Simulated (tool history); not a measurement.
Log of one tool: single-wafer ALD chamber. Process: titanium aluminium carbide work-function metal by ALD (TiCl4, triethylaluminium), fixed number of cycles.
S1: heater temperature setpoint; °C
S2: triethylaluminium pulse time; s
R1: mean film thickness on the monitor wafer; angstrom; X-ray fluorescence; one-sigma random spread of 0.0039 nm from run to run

run 1 hour=0 | S1=295 S2=8.35 | R1=18.363
run 2 hour=6.9 | S1=295 S2=10.36 | R1=19.084
run 3 hour=12.5 | S1=304 S2=10.36 | R1=19.888
run 4 hour=14.9 | S1=300 S2=10.36 | R1=19.561
run 5 hour=16.6 | S1=300 S2=8.95 | R1=19.108
run 6 hour=18.9 | S1=291 S2=8.95 | R1=18.274
run 7 hour=25.2 | S1=288 S2=7.97 | R1=17.702
run 8 hour=27.3 | S1=285 S2=7.15 | R1=16.914
run 9 hour=33.1 | S1=283 S2=6.48 | R1=16.324
run 10 hour=37.2 | S1=281 S2=6.04 | R1=15.793
run 11 hour=44.8 | S1=271 S2=4.13 | R1=12.541
run 12 hour=52.6 | S1=273 S2=4.16 | R1=12.824
run 13 hour=61 | S1=285 S2=5.26 | R1=15.303
run 14 hour=62.8 | S1=284 S2=5.22 | R1=15.114
run 15 hour=70.7 | S1=274 S2=4.44 | R1=13.282
run 16 hour=73.9 | S1=275 S2=4.46 | R1=13.422

Run 17 has not been measured yet. What should we expect?
run 17 hour=80.7 | S1=276 S2=4.48 | R1=?

For run 17 the tool returned R1 13.501 angstrom.
